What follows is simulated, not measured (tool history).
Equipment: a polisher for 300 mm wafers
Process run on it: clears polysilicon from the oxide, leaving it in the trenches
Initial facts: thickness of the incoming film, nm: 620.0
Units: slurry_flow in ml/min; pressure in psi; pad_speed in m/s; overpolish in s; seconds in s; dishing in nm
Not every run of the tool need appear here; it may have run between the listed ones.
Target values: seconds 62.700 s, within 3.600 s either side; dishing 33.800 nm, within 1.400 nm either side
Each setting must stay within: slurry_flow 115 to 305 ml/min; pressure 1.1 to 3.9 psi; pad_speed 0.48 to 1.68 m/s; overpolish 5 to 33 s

run  hour  slurry_flow  pressure  pad_speed  overpolish  seconds  dishing
  1   0.0          195       2.5       1.08          17   38.240   52.543
  2   6.9          235       2.5       1.08          17   36.350   53.055
  3  13.2          210       2.3       1.08          14   41.499   53.079
  4  18.3          210       2.3       1.22          14   36.809   53.472
  5  26.9          190       2.4       1.06          18   39.584   52.985
  6  31.4          190       2.4       1.06          11   40.322   51.172
  7  36.8          175       2.5       0.92          10   42.315   50.219
  8  38.0          160       2.5       0.82           9   46.073   48.238
  9  39.2          150       2.5       0.74           8   50.928   45.293
 10  45.7          140       2.5       0.68           7   53.947   43.353
 11  46.7          135       2.5       0.64           7   56.497   42.638
 12  51.8          130       2.5       0.60           7   57.658   40.869

Below are 5 possible settings for the next run. Only one of them brings all results inside the allowed miss of their targets. Which is it?
  A  56.9          125       2.4       0.52           6        ?        ?
  B  56.9          135       3.0       0.48           5        ?        ?
  C  56.9          125       2.9       0.56           5        ?        ?
  D  56.9          115       2.5       0.54           5        ?        ?
  E  56.9          120       2.4       0.74           5        ?        ?

move  seconds  dishing
   A   64.526   37.040
   B   54.886   36.643
   C   53.742   37.051
   D   62.837   33.999
   E   55.078   36.575
A: closer than the last run, but not yet in spec
B: closer than the last run, but not yet in spec
C: closer than the last run, but not yet in spec
D: every result within its allowed miss
E: closer than the last run, but not yet in spec
D meets every target.
